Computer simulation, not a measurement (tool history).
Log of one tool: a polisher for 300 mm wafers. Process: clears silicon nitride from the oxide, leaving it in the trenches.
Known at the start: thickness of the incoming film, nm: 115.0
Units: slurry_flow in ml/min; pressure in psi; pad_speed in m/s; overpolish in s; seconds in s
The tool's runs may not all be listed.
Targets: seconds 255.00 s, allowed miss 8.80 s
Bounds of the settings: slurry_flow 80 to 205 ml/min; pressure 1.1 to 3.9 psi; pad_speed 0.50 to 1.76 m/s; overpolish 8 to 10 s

| run | hour | slurry_flow | pressure | pad_speed | overpolish | seconds |
|---|---|---|---|---|---|---|
| 1 | 0.0 | 135 | 2.5 | 1.12 | 10 | 124.69 |
| 2 | 3.0 | 130 | 2.1 | 1.08 | 10 | 156.66 |
| 3 | 8.7 | 130 | 2.1 | 1.08 | 10 | 152.91 |
| 4 | 13.2 | 125 | 1.8 | 1.06 | 10 | 180.89 |
| 5 | 14.3 | 120 | 1.6 | 1.06 | 10 | 206.67 |
| 6 | 22.2 | 115 | 1.5 | 1.06 | 10 | 224.03 |
| 7 | 29.8 | 110 | 1.5 | 1.06 | 10 | 220.07 |
| 8 | 34.8 | 110 | 1.1 | 1.06 | 10 | 298.67 |
| 9 | 40.3 | 110 | 1.2 | 1.06 | 10 | 273.70 |
| 10 | 45.2 | 115 | 1.2 | 1.06 | 10 | 275.60 |

4 next moves are on the table. One of them brings every result within its allowed miss. Which?
| A | 50.1 | 120 | 1.4 | 1.04 | 10 | ? |
| B | 50.1 | 105 | 1.1 | 1.14 | 10 | ? |
| C | 50.1 | 110 | 1.5 | 0.98 | 10 | ? |
| D | 50.1 | 110 | 1.2 | 1.16 | 9 | ? |

| move | seconds |
|---|---|
| A | 237.32 |
| B | 288.52 |
| C | 236.84 |
| D | 259.32 |
A: takes the result that was furthest off past its target
B: further off than the last run
C: takes the result that was furthest off past its target
D: meets every target
The right move is D.
